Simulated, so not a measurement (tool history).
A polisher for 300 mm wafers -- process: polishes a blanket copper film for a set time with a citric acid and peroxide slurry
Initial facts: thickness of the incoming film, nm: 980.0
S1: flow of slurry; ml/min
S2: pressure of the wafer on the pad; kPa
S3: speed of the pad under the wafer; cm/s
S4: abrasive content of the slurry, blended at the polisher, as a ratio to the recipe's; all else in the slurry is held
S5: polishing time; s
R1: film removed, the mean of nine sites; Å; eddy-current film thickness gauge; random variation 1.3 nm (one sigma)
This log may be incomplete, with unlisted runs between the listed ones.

run,hour,S1,S2,S3,S4,S5,R1
1,0.0,155,19.3,128,1.0,22,530.63
2,5.5,155,19.3,144,1.0,22,623.65
3,12.4,175,19.3,144,1.0,22,630.42
4,15.1,175,24.1,144,1.0,22,767.19
5,23.3,175,25.5,144,1.0,22,798.95
6,28.7,175,25.5,144,1.0,19,702.73

Forecast run 7:
7,37.5,175,26.9,148,1.0,19,?

{"run 7": {"R1": 767.56}}
